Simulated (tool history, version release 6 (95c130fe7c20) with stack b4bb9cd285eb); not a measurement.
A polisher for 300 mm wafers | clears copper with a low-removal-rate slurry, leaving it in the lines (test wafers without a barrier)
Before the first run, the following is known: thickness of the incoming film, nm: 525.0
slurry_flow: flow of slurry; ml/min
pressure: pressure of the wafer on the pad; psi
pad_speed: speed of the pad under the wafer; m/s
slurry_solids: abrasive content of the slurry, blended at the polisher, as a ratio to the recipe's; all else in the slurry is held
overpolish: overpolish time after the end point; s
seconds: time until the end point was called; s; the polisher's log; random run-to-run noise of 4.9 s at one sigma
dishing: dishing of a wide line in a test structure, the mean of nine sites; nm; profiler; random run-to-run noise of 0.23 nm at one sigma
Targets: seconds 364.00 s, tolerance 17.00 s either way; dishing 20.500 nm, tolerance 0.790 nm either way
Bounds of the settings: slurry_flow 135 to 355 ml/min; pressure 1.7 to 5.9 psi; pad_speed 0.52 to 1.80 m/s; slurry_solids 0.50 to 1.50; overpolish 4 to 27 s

| run | hour | slurry_flow | pressure | pad_speed | slurry_solids | overpolish | seconds | dishing |
|---|---|---|---|---|---|---|---|---|
| 1 | 0.0 | 225 | 3.8 | 1.16 | 1.00 | 14 | 128.50 | 29.750 |
| 2 | 5.3 | 225 | 3.8 | 1.16 | 1.15 | 14 | 125.71 | 30.589 |
| 3 | 12.6 | 225 | 3.8 | 1.16 | 1.15 | 12 | 127.05 | 27.755 |
| 4 | 15.9 | 260 | 3.8 | 1.16 | 1.15 | 12 | 125.01 | 28.370 |
| 5 | 20.5 | 260 | 3.2 | 1.16 | 1.15 | 12 | 145.01 | 25.458 |
| 6 | 24.7 | 260 | 2.8 | 1.00 | 1.15 | 14 | 191.70 | 23.874 |
| 7 | 31.5 | 260 | 2.6 | 0.92 | 1.15 | 15 | 215.42 | 22.281 |
| 8 | 33.9 | 225 | 1.7 | 0.60 | 1.05 | 21 | 505.67 | 15.664 |
| 9 | 36.7 | 245 | 1.9 | 0.60 | 1.05 | 21 | 454.49 | 17.333 |
| 10 | 39.3 | 265 | 1.9 | 0.60 | 1.05 | 21 | 446.56 | 17.087 |
| 11 | 42.5 | 275 | 2.0 | 0.60 | 1.05 | 21 | 419.32 | 17.858 |
| 12 | 48.1 | 285 | 2.1 | 0.60 | 1.05 | 21 | 396.43 | 18.753 |
| 13 | 48.7 | 295 | 2.1 | 0.60 | 1.05 | 21 | 398.81 | 18.669 |
| 14 | 54.8 | 305 | 2.1 | 0.60 | 1.05 | 21 | 395.67 | 18.832 |
| 15 | 57.8 | 310 | 2.1 | 0.60 | 1.05 | 21 | 394.54 | 18.668 |
|  | 66.6 | head pressure recalibrated |
| 16 | 66.6 | 315 | 2.2 | 0.60 | 1.05 | 21 | 419.31 | 18.080 |

Below are 4 possible settings for the next run. Only one of them brings all results inside the allowed miss of their targets. Which is it?
| A | 75.4 | 330 | 2.0 | 0.70 | 0.80 | 25 | ? | ? |
| B | 75.4 | 315 | 2.1 | 0.74 | 1.05 | 24 | ? | ? |
| C | 75.4 | 350 | 2.4 | 0.74 | 1.00 | 19 | ? | ? |
| D | 75.4 | 335 | 2.0 | 0.76 | 1.10 | 22 | ? | ? |

| move | seconds | dishing |
|---|---|---|
| A | 407.00 | 20.601 |
| B | 353.79 | 22.065 |
| C | 311.63 | 20.608 |
| D | 356.69 | 20.660 |
A: closer than the last run, but not yet in spec
B: brings the result that was furthest off to its target, and leaves another outside
C: the result that was furthest off in the last run now lies on the other side of its target
D: meets every target
Correct choice: D, which meets every target

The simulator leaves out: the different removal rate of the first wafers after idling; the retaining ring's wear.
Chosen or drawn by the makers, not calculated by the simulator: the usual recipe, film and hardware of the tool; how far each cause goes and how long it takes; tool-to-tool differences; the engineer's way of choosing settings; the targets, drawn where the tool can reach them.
